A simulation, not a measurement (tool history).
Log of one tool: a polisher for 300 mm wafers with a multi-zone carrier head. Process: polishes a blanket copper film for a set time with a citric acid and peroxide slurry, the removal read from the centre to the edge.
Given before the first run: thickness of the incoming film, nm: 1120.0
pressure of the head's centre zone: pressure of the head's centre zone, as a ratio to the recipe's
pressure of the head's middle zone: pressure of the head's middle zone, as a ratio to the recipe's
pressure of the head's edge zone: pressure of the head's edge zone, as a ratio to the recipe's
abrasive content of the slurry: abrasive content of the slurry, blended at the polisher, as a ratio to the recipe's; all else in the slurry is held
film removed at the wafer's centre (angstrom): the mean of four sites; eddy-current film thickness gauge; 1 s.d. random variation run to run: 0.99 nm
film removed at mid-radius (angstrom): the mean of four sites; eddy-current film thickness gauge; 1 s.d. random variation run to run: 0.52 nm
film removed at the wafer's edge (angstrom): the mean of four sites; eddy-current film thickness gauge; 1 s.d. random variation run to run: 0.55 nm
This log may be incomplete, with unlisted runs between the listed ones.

run  hour  flow of slurry (ml/min)  pressure of the head's centre zone  pressure of the head's middle zone  pressure of the head's edge zone  abrasive content of the slurry  polishing time (s)  film removed at the wafer's centre (angstrom)  film removed at mid-radius (angstrom)  film removed at the wafer's edge (angstrom)
  1     0                      215                                   1                                   1                                 1                               1                  49                                         927.12                                 926.32                                       900.03
  2   6.4                      240                                   1                                   1                                 1                               1                  49                                          952.2                                 920.43                                       910.52
  3  10.2                      240                                   1                                1.04                                 1                               1                  49                                         940.22                                 961.55                                       908.06
  4  16.1                      240                                   1                                1.04                                 1                            0.85                  49                                         915.16                                 912.96                                       860.29
  5  19.6                      240                                   1                                 1.1                                 1                            0.85                  49                                         899.48                                 947.23                                       863.48
  6  22.7                      240                                   1                                 1.1                                 1                            1.05                  49                                         972.63                                 1018.4                                       918.41
  7  28.8                      240                                1.01                                1.07                                 1                               1                  49                                         952.45                                 993.65                                       891.93
  8  34.4                      180                                1.11                                0.97                               1.1                            1.15                  44                                         949.44                                 817.26                                       866.37
  9  42.7                      175                                1.11                                0.96                               1.1                            1.15                  44                                         939.38                                 807.93                                        873.6

Run 10 has not been measured yet. What should we expect?
 10  50.3                      175                                1.11                                0.95                              1.09                            1.15                  44                                              ?                                      ?                                            ?

Run 10 yielded film removed at the wafer's centre (angstrom) 930.13, film removed at mid-radius (angstrom) 788.09, film removed at the wafer's edge (angstrom) 851.21.
